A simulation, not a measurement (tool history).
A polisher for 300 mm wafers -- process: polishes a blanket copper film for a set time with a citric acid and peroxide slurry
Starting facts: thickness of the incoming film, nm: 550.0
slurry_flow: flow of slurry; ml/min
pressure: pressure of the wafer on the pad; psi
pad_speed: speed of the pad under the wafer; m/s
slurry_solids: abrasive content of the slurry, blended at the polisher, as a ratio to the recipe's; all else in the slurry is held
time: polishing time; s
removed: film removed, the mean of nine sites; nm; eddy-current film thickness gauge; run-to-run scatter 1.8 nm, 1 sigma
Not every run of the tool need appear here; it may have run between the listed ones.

Run 1, day 0.000: slurry_flow 275 ml/min, pressure 3.5 psi, pad_speed 1.08 m/s, slurry_solids 1.0, time 40 s. Result: removed 89.871 nm.
Run 2, day 0.354: slurry_flow 210 ml/min, pressure 3.5 psi, pad_speed 1.08 m/s, slurry_solids 1.0, time 40 s. Result: removed 88.321 nm.
Run 3, day 0.400: slurry_flow 210 ml/min, pressure 3.8 psi, pad_speed 1.10 m/s, slurry_solids 1.0, time 40 s. Result: removed 97.647 nm.
Run 4, day 0.771: slurry_flow 210 ml/min, pressure 4.0 psi, pad_speed 1.12 m/s, slurry_solids 1.0, time 40 s. Result: removed 104.430 nm.
Run 5, day 0.929: slurry_flow 210 ml/min, pressure 4.0 psi, pad_speed 1.12 m/s, slurry_solids 1.0, time 35 s. Result: removed 90.539 nm.
Run 6, day 1.183: slurry_flow 210 ml/min, pressure 4.0 psi, pad_speed 1.12 m/s, slurry_solids 1.0, time 40 s. Result: removed 104.530 nm.
Run 7, day 1.517: slurry_flow 210 ml/min, pressure 4.2 psi, pad_speed 1.14 m/s, slurry_solids 1.0, time 40 s. Result: removed 112.180 nm.
Run 8, day 1.804: slurry_flow 210 ml/min, pressure 4.4 psi, pad_speed 1.14 m/s, slurry_solids 1.0, time 40 s. Result: removed 117.400 nm.

What does the tool deliver on the next run?
Run 9, day 2.158: slurry_flow 210 ml/min, pressure 4.6 psi, pad_speed 1.16 m/s, slurry_solids 1.0, time 40 s. Result: removed ?.

{"run 9": {"removed": 122.41}}

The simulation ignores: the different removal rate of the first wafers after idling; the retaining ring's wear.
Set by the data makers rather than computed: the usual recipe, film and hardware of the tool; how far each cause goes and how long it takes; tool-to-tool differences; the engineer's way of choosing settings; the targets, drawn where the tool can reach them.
